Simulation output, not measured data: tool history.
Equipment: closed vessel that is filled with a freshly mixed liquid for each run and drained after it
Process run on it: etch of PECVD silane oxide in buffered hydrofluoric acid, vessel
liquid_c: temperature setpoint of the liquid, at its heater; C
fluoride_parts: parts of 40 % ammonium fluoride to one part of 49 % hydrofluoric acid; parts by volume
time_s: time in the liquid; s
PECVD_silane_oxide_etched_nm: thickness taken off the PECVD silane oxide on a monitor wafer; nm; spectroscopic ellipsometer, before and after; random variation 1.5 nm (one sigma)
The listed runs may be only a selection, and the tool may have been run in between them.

run  hour  liquid_c  fluoride_parts  time_s  PECVD_silane_oxide_etched_nm
  1     0        21              10      35                        140.12
  2   2.9        21              11      35                         127.4
  3  11.3        19              11      35                        114.74
  4  13.4        19             9.5      35                        128.35
  5  14.4        21               9      35                        150.43
  6    16        21               9      35                        149.03
  7  18.6      22.5             8.5      35                         171.9

Predict the results of run 8:
  8  19.8        24               8      35                             ?

Run 8 gave PECVD_silane_oxide_etched_nm 198.86 nm.
